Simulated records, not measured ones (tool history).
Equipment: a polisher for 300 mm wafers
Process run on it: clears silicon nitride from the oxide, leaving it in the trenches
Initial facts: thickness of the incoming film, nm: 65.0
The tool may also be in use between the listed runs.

run	day	flow of slurry (ml/min)	pressure of the wafer on the pad (kPa)	speed of the pad under the wafer (m/s)	overpolish time after the end point (s)	time until the end point was called (s)
1	0.000	230	11.7	1.04	10	138.76
2	0.304	230	12.4	1.04	10	131.70
3	0.671	230	13.1	1.04	10	123.75
4	0.758	230	13.8	1.04	10	116.07
5	1.058	230	12.4	1.04	10	130.32
6	1.254	230	12.4	1.04	8	130.80
7	1.329	230	13.1	1.04	8	124.04

For run 8, what comes out?
# day 1.408: slurry nozzle cleaned
8	1.408	230	13.8	1.04	8	?

{"run 8": {"time until the end point was called (s)": 110.75}}
